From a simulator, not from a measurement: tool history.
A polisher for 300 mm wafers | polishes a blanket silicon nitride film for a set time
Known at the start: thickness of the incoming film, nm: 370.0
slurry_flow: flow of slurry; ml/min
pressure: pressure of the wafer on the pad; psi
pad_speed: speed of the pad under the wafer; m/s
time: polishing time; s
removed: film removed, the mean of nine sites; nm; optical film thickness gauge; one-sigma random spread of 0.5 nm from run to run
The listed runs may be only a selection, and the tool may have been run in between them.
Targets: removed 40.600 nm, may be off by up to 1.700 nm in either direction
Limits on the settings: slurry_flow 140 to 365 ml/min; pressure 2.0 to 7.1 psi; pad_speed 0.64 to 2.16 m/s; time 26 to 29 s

run	hour	slurry_flow	pressure	pad_speed	time	removed
1	0.0	235	4.5	1.40	29	82.346
2	4.3	200	4.5	1.40	29	79.255
3	11.6	200	4.5	1.70	29	91.621
4	13.6	195	3.9	1.58	29	73.941
5	21.9	190	3.4	1.52	29	64.654
6	27.3	185	3.0	1.46	29	54.693
7	35.6	180	2.7	1.44	29	48.787
8	41.1	175	2.5	1.44	29	45.082
9	47.7	170	2.4	1.44	29	43.702
10	48.2	165	2.4	1.44	29	43.888
11	53.2	165	2.0	1.44	29	35.868
12	59.7	170	2.1	1.44	29	38.244

Next run, 4 choices. One meets every target within its allowed miss, the rest don't. Which?
A	66.2	140	2.7	1.28	29	?
B	66.2	160	2.2	1.74	27	?
C	66.2	165	2.4	1.46	29	?
D	66.2	175	2.0	1.58	27	?

move	removed
A	44.133
B	41.471
C	43.868
D	36.381
A: takes the biggest miss from the last run beyond its target
B: hits every target within its allowed miss
C: takes the biggest miss from the last run beyond its target
D: moves away from the targets compared with the last run
The right move is B.
